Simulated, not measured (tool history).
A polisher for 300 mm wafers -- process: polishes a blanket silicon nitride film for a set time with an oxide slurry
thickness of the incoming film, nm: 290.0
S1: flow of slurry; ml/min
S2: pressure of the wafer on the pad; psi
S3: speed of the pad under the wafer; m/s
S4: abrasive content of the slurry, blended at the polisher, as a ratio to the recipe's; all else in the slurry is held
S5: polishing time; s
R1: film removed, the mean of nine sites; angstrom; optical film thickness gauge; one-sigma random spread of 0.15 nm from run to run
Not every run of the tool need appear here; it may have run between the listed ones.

| run | hour | S1 | S2 | S3 | S4 | S5 | R1 |
|---|---|---|---|---|---|---|---|
| 1 | 0 | 215 | 3.9 | 1.28 | 1 | 62 | 373.91 |
| 2 | 0.5 | 215 | 3.4 | 1.12 | 1 | 62 | 306.81 |
| 3 | 8.7 | 215 | 3.4 | 0.88 | 1 | 62 | 272.88 |
| 4 | 12.9 | 215 | 3 | 0.8 | 0.95 | 62 | 223.26 |
| 5 | 14.7 | 215 | 3.4 | 0.8 | 0.95 | 62 | 254.92 |
| 6 | 20.8 | 215 | 3 | 0.74 | 0.95 | 62 | 216.32 |
| 7 | 23.4 | 215 | 2.7 | 0.72 | 0.95 | 62 | 192.45 |
| 8 | 27 | 215 | 2.5 | 0.72 | 0.95 | 62 | 180.91 |
| 9 | 32.1 | 215 | 2.3 | 0.72 | 0.95 | 62 | 167.54 |
|  | 39.5 | slurry blender recalibrated |
| 10 | 39.5 | 215 | 2.2 | 0.72 | 0.95 | 62 | 193.4 |
| 11 | 41.5 | 215 | 2.1 | 0.68 | 0.9 | 62 | 175.94 |
| 12 | 44.7 | 215 | 2 | 0.66 | 0.95 | 61 | 167.64 |
| 13 | 52.3 | 215 | 1.9 | 0.64 | 0.9 | 61 | 153.14 |

What will run 14 give?
| 14 | 60.8 | 215 | 1.9 | 0.62 | 0.9 | 61 | ? |

Run 14 gave R1 148.15 angstrom.
